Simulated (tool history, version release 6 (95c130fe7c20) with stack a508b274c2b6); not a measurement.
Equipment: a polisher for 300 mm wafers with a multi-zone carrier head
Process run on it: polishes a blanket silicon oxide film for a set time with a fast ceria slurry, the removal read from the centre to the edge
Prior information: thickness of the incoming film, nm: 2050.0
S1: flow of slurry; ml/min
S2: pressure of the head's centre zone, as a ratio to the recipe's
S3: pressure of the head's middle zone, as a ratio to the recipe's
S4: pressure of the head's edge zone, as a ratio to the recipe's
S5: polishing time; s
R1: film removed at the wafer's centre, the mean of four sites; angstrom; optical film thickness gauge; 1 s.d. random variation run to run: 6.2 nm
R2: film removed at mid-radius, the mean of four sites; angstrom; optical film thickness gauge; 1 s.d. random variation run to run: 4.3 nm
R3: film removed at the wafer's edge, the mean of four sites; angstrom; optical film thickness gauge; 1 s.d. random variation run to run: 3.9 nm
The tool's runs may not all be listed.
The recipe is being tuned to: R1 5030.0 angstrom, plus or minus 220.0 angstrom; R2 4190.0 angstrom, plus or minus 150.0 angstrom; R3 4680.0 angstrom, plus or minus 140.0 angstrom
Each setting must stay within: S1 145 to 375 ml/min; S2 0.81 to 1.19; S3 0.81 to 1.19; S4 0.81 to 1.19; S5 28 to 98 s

{"run": 1, "hour": 0.0, "S1": 240, "S2": 1.0, "S3": 1.0, "S4": 1.0, "S5": 63, "R1": 7050.3, "R2": 7161.2, "R3": 7083.6}
{"run": 2, "hour": 7.2, "S1": 240, "S2": 1.0, "S3": 1.08, "S4": 1.0, "S5": 63, "R1": 6952.2, "R2": 7451.6, "R3": 7043.5}
{"run": 3, "hour": 12.2, "S1": 240, "S2": 1.0, "S3": 1.08, "S4": 1.0, "S5": 50, "R1": 5662.0, "R2": 6016.1, "R3": 5693.4}
{"run": 4, "hour": 15.6, "S1": 230, "S2": 1.01, "S3": 1.02, "S4": 1.0, "S5": 47, "R1": 5319.6, "R2": 5458.0, "R3": 5302.7}
{"run": 5, "hour": 18.2, "S1": 230, "S2": 1.04, "S3": 1.02, "S4": 1.0, "S5": 47, "R1": 5454.9, "R2": 5436.9, "R3": 5211.4}
{"run": 6, "hour": 25.8, "S1": 230, "S2": 1.07, "S3": 1.02, "S4": 1.0, "S5": 47, "R1": 5664.5, "R2": 5397.6, "R3": 5208.6}
{"run": 7, "hour": 33.3, "S1": 220, "S2": 1.07, "S3": 0.97, "S4": 1.01, "S5": 46, "R1": 5502.1, "R2": 5077.4, "R3": 5178.2}
{"run": 8, "hour": 39.6, "S1": 220, "S2": 1.07, "S3": 0.97, "S4": 1.01, "S5": 46, "R1": 5299.9, "R2": 5107.7, "R3": 5141.9}
{"run": 9, "hour": 47.6, "S1": 215, "S2": 1.1, "S3": 0.93, "S4": 1.01, "S5": 45, "R1": 5496.4, "R2": 4954.1, "R3": 5067.8}
{"run": 10, "hour": 48.9, "S1": 210, "S2": 1.11, "S3": 0.9, "S4": 1.02, "S5": 44, "R1": 5407.4, "R2": 4615.6, "R3": 4965.4}
{"run": 11, "hour": 51.7, "S1": 205, "S2": 1.11, "S3": 0.88, "S4": 1.01, "S5": 44, "R1": 5431.0, "R2": 4696.8, "R3": 4820.9}
{"run": 12, "hour": 54.0, "S1": 200, "S2": 1.11, "S3": 0.87, "S4": 1.02, "S5": 43, "R1": 5192.3, "R2": 4445.2, "R3": 4803.8}
{"run": 13, "hour": 55.3, "S1": 195, "S2": 1.11, "S3": 0.86, "S4": 1.02, "S5": 43, "R1": 5148.9, "R2": 4363.2, "R3": 4862.9}
{"run": 14, "hour": 58.9, "S1": 190, "S2": 1.11, "S3": 0.85, "S4": 1.01, "S5": 43, "R1": 5221.3, "R2": 4301.7, "R3": 4730.3}

5 next moves are on the table. One of them brings every result within its allowed miss. Which?
{"run": "A", "hour": 62.5, "S1": 240, "S2": 1.07, "S3": 0.98, "S4": 1.04, "S5": 41, "R1": "?", "R2": "?", "R3": "?"}
{"run": "B", "hour": 62.5, "S1": 195, "S2": 1.04, "S3": 0.91, "S4": 1.0, "S5": 43, "R1": "?", "R2": "?", "R3": "?"}
{"run": "C", "hour": 62.5, "S1": 155, "S2": 1.19, "S3": 0.81, "S4": 1.1, "S5": 44, "R1": "?", "R2": "?", "R3": "?"}
{"run": "D", "hour": 62.5, "S1": 155, "S2": 1.19, "S3": 0.81, "S4": 0.97, "S5": 45, "R1": "?", "R2": "?", "R3": "?"}
{"run": "E", "hour": 62.5, "S1": 155, "S2": 1.12, "S3": 0.85, "S4": 1.03, "S5": 43, "R1": "?", "R2": "?", "R3": "?"}

move=A R1=4911.9 R2=4625.1 R3=4725.9
move=B R1=4879.4 R2=4535.0 R3=4784.0
move=C R1=5535.1 R2=4210.3 R3=5029.3
move=D R1=5660.8 R2=4306.8 R3=4835.7
move=E R1=5090.1 R2=4231.8 R3=4754.8
A: meets the target for the result that was furthest off, but another lies outside its allowed miss
B: meets the target for the result that was furthest off, but another lies outside its allowed miss
C: moves away from the targets compared with the last run
D: moves away from the targets compared with the last run
E: every result within its allowed miss
So the answer is move E, the one that meets all the targets.

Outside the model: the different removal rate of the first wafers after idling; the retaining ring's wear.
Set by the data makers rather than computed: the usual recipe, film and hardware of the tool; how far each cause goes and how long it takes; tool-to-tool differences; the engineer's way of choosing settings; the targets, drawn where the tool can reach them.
